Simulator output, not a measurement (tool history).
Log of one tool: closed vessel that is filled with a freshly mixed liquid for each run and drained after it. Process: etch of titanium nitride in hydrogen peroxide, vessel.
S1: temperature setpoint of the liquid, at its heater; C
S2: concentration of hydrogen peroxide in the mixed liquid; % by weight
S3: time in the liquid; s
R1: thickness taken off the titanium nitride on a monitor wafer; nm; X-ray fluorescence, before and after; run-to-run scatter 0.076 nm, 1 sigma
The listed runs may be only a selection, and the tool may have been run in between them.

Run 1, hour 0: S1 53 C, S2 18 % by weight, S3 130 s. Result: R1 4.0707 nm.
Run 2, hour 4: S1 54.5 C, S2 18 % by weight, S3 130 s. Result: R1 4.4426 nm.
Run 3, hour 8.2: S1 56 C, S2 18 % by weight, S3 130 s. Result: R1 4.9202 nm.
Run 4, hour 11.5: S1 56 C, S2 18 % by weight, S3 130 s. Result: R1 5.0016 nm.
Run 5, hour 19.1: S1 56 C, S2 14.5 % by weight, S3 130 s. Result: R1 4.7143 nm.
Run 6, hour 28.3: S1 56 C, S2 12 % by weight, S3 130 s. Result: R1 4.5059 nm.
Run 7, hour 36.7: S1 57 C, S2 12.5 % by weight, S3 130 s. Result: R1 4.9021 nm.

Run 8, settings as shown, results not yet in. Your forecast:
Run 8, hour 44.6: S1 58 C, S2 12.5 % by weight, S3 130 s. Result: R1 ?.

R1: 5.2095 nm

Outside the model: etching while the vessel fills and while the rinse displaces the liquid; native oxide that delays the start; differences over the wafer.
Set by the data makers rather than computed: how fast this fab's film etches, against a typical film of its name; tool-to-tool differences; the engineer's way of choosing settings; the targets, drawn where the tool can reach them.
